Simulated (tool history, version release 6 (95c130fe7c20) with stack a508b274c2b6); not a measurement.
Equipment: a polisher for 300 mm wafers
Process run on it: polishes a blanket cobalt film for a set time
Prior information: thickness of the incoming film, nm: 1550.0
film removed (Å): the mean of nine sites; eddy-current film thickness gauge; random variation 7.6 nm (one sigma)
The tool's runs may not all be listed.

| run | hour | flow of slurry (ml/min) | pressure of the wafer on the pad (kPa) | speed of the pad under the wafer (m/s) | polishing time (s) | film removed (Å) |
|---|---|---|---|---|---|---|
| 1 | 0.0 | 195 | 11.0 | 0.92 | 61 | 2827.3 |
| 2 | 3.3 | 195 | 13.1 | 0.94 | 61 | 3357.3 |
| 3 | 10.2 | 195 | 13.1 | 1.04 | 61 | 3638.3 |
| 4 | 15.8 | 175 | 13.1 | 1.04 | 61 | 3570.1 |
| 5 | 21.3 | 180 | 14.5 | 1.06 | 61 | 3989.1 |
| 6 | 26.3 | 180 | 15.9 | 1.06 | 61 | 4274.2 |
| 7 | 32.9 | 185 | 16.5 | 1.08 | 61 | 4675.2 |

Run 8 is up next; what results do you expect?
| 8 | 40.2 | 190 | 17.2 | 1.08 | 61 | ? |

{"run 8": {"film removed (Å)": 4867.3}}
